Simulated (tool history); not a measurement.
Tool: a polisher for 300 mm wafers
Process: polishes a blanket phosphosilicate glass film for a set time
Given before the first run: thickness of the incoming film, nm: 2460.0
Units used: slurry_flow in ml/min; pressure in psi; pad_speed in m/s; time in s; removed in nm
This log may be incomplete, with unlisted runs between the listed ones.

run,hour,slurry_flow,pressure,pad_speed,slurry_solids,time,removed
1,0,155,2.9,1.04,1,61,449.17
2,7.1,155,2.7,1.04,1,61,421.75
3,14,185,2.7,1.04,1,61,425.22
4,20,185,2.5,1.04,1,61,400.39
5,28.9,185,2.5,1.16,1,61,432.06
6,37.7,185,2.3,1.16,1,61,402.1
7,45.7,185,2.2,1.16,1,61,392.21
8,53.2,185,2.1,1.16,1,61,364.35
9,54.5,185,2,1.16,1,61,349.7
10,57,185,1.9,1.16,1,61,345.48

Expected results for the next run?
11,63.9,185,1.9,1.16,1,61,?

{"run 11": {"removed": 344.15}}
